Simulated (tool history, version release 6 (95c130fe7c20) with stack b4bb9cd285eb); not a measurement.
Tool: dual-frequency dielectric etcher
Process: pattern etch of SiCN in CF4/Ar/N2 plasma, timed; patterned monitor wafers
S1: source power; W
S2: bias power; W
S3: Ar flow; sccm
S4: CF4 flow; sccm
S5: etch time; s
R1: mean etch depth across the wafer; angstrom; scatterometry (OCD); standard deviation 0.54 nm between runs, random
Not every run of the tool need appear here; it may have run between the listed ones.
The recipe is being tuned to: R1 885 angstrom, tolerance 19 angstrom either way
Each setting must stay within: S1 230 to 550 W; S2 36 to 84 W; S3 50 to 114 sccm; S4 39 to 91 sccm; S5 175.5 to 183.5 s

run	day	S1	S2	S3	S4	S5	R1
1	0	390	60	82	65	175.5	1207
2	0.371	390	60	82	65	175.5	1215.8
3	0.558	360	60	82	65	175.5	1153.6
4	0.754	360	50	82	65	175.5	1118.8
5	1.079	340	49	82	65	175.5	1050.5
6	1.3	340	39	82	65	175.5	1023.6
7	1.654	330	39	82	65	175.5	994.94
8	1.775	320	39	82	65	175.5	973.81
9	1.879	310	39	82	65	175.5	956.71
10	2.079	300	39	82	65	175.5	921.51
11	2.425	300	39	82	65	175.5	932.93
12	2.708	290	39	82	65	175.5	910.4

Which single option among these 4 for the next run brings every result within its allowed miss of target? Just one does.
A	2.992	270	37	80	62	180.5	?
B	2.992	280	42	75	64	180.5	?
C	2.992	290	39	97	76	182	?
D	2.992	280	38	89	85	183.5	?

move	R1
A	886.55
B	943.96
C	952.45
D	966.2
A: meets every target
B: moves away from the targets compared with the last run
C: moves away from the targets compared with the last run
D: moves away from the targets compared with the last run
The move that meets every target is A.
